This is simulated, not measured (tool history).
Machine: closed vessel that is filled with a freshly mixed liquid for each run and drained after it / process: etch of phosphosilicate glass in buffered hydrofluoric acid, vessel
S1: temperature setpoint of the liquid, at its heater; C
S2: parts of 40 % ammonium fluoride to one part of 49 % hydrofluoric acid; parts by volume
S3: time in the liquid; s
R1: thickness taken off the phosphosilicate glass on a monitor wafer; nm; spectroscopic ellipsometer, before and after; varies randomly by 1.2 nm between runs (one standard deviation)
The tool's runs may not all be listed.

run  hour    S1  S2  S3      R1
  1     0    23  24  85  152.83
  2   4.6  22.5  24  85  146.92
  3  11.3    22  24  85  143.99
  4  12.8    22  24  85  144.76
  5    16  21.5  24  85   139.4
  6    20    21  24  85  139.44
  7  21.1  20.5  24  85  132.29
  8  25.3    20  24  85  129.81

Run 9 has not been measured yet. What should we expect?
  9  33.5  19  24  85   ?

Run 9 yielded R1 124.5 nm.

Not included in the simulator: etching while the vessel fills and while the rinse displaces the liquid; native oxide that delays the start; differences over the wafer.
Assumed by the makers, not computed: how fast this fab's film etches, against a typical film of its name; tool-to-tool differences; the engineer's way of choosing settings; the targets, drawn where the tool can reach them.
